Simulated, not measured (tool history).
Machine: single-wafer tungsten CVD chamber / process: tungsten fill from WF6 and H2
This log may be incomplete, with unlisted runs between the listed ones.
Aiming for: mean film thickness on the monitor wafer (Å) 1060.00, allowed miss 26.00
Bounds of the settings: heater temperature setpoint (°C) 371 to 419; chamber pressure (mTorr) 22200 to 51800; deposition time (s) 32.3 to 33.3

run	hour	heater temperature setpoint (°C)	chamber pressure (mTorr)	deposition time (s)	mean film thickness on the monitor wafer (Å)
1	0.0	395	37000	32.3	950.05
2	0.8	405	37000	32.3	1120.90
3	4.3	404	36900	32.3	1090.50
4	12.5	404	40300	32.3	1155.20
5	18.9	404	44100	32.3	1199.90
6	21.8	402	44000	32.3	1168.60
7	23.0	400	43900	32.3	1123.10
8	27.9	399	43800	32.3	1117.70
9	33.8	398	43700	32.3	1090.30

Below are 4 possible settings for the next run. Only one of them brings all results inside the allowed miss of their targets. Which is it?
A	39.7	410	31800	33.3	?
B	39.7	396	44000	32.4	?
C	39.7	395	38900	33.1	?
D	39.7	400	42100	32.9	?

move	mean film thickness on the monitor wafer (Å)
A	1136.10
B	1067.60
C	1002.00
D	1130.20
A: lands further from the targets than the last run did
B: each result inside its tolerance
C: takes the result that was furthest off past its target
D: lands further from the targets than the last run did
B meets every target.

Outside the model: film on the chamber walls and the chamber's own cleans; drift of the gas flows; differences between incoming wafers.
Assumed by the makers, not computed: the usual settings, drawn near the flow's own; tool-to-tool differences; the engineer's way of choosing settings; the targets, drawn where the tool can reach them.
